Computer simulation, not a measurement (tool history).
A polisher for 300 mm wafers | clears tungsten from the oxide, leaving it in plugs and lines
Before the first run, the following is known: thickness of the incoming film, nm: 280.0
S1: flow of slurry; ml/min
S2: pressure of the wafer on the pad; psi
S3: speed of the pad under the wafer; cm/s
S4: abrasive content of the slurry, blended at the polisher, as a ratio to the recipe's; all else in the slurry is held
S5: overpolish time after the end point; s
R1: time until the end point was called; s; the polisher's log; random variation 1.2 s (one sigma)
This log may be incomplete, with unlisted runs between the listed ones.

{"run": 1, "hour": 0.0, "S1": 240, "S2": 3.5, "S3": 100, "S4": 1, "S5": 22, "R1": 69.418}
{"run": 2, "hour": 3.4, "S1": 240, "S2": 3.5, "S3": 100, "S4": 1, "S5": 24, "R1": 68.485}
{"run": 3, "hour": 4.9, "S1": 240, "S2": 3.3, "S3": 100, "S4": 1, "S5": 24, "R1": 74.405}
{"run": 4, "hour": 11.6, "S1": 240, "S2": 3.3, "S3": 100, "S4": 1, "S5": 22, "R1": 74.509}
{"run": 5, "hour": 19.7, "S1": 240, "S2": 3.2, "S3": 100, "S4": 1, "S5": 22, "R1": 74.938}
{"run": 6, "hour": 24.8, "S1": 240, "S2": 3.1, "S3": 100, "S4": 1, "S5": 22, "R1": 77.211}

Expected results for the next run?
{"run": 7, "hour": 27.6, "S1": 240, "S2": 3, "S3": 100, "S4": 1, "S5": 22, "R1": "?"}

{"run 7": {"R1": 82.497}}

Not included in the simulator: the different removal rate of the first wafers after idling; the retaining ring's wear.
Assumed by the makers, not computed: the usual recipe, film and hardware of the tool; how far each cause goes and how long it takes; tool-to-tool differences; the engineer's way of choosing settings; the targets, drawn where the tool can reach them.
